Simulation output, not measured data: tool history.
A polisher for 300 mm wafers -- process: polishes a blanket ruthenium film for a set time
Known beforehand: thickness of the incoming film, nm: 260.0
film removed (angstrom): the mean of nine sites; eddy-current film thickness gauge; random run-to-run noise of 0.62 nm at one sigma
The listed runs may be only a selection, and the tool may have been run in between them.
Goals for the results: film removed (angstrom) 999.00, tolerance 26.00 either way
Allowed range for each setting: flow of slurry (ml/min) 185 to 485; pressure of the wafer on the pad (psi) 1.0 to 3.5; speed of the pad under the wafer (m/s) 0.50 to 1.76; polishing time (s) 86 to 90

run,hour,flow of slurry (ml/min),pressure of the wafer on the pad (psi),speed of the pad under the wafer (m/s),polishing time (s),film removed (angstrom)
1,0.0,310,2.2,1.12,86,1184.00
2,5.3,310,2.6,1.12,86,1374.60
3,9.3,310,2.5,1.12,86,1316.30
4,13.3,310,3.1,1.12,86,1570.90
5,19.8,310,3.1,1.12,86,1576.10
6,26.0,310,3.1,1.12,86,1578.60
7,29.3,310,2.9,1.12,86,1502.00
8,38.1,310,2.7,1.12,86,1399.40
# hour 46.3: worn pad replaced by a new one
9,46.3,310,2.7,1.12,86,1485.80

Exactly one of the 5 candidate moves below puts every result within its allowed miss. Which one?
A,54.5,310,2.5,0.80,86,?
B,54.5,415,1.9,1.04,86,?
C,54.5,320,2.7,0.80,86,?
D,54.5,335,3.0,1.26,87,?
E,54.5,300,2.7,0.80,86,?

move,film removed (angstrom)
A,986.91
B,1041.60
C,1055.60
D,1818.70
E,1049.20
A: each result inside its tolerance
B: moves toward the targets from the last run without getting all of them in spec
C: moves toward the targets from the last run without getting all of them in spec
D: its largest miss is bigger than the last run's
E: moves toward the targets from the last run without getting all of them in spec
So the answer is move A, the one that meets all the targets.
